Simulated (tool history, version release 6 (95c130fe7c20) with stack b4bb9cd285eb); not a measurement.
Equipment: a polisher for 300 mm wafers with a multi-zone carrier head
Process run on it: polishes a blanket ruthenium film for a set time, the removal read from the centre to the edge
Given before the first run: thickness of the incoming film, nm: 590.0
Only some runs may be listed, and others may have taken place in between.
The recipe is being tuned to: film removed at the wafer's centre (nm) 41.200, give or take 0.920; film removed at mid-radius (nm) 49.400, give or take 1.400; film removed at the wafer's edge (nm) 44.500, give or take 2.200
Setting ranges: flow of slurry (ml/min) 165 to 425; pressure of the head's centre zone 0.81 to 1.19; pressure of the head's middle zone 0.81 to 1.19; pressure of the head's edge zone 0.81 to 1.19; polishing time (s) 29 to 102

run	hour	flow of slurry (ml/min)	pressure of the head's centre zone	pressure of the head's middle zone	pressure of the head's edge zone	polishing time (s)	film removed at the wafer's centre (nm)	film removed at mid-radius (nm)	film removed at the wafer's edge (nm)
1	0.0	275	1.00	1.00	1.00	65	70.536	70.561	71.077
2	6.4	270	0.97	1.00	0.96	60	63.214	65.627	63.879
3	14.6	260	0.94	0.99	0.93	57	58.384	61.816	59.917
4	18.9	255	0.92	0.99	0.91	54	54.012	58.528	55.957
# hour 26.3: edge zone pressure recalibrated
5	26.3	250	0.90	0.99	0.89	52	51.884	56.083	54.643
6	31.2	250	0.89	1.01	0.87	50	48.648	55.415	52.252
7	34.6	250	0.89	1.02	0.86	48	46.776	52.819	48.589
8	43.0	215	0.81	1.01	0.81	45	40.091	48.011	43.857
9	48.7	220	0.81	1.01	0.81	45	39.954	48.244	45.703

Which single option among these 5 for the next run brings every result within its allowed miss of target? Just one does.
A	54.4	205	0.93	1.09	0.81	41	?	?	?
B	54.4	265	0.84	1.09	0.81	42	?	?	?
C	54.4	275	0.93	1.14	0.81	40	?	?	?
D	54.4	210	0.84	1.13	0.81	45	?	?	?
E	54.4	240	0.83	1.03	0.81	45	?	?	?

move	film removed at the wafer's centre (nm)	film removed at mid-radius (nm)	film removed at the wafer's edge (nm)
A	40.251	47.043	41.066
B	39.580	49.994	43.225
C	41.110	49.680	41.276
D	40.911	53.483	45.179
E	41.399	50.401	45.909
A: further off than the last run
B: further off than the last run
C: gets the furthest-off result to its target, but another result is out of tolerance
D: gets the furthest-off result to its target, but another result is out of tolerance
E: meets every target
Correct choice: E, which meets every target
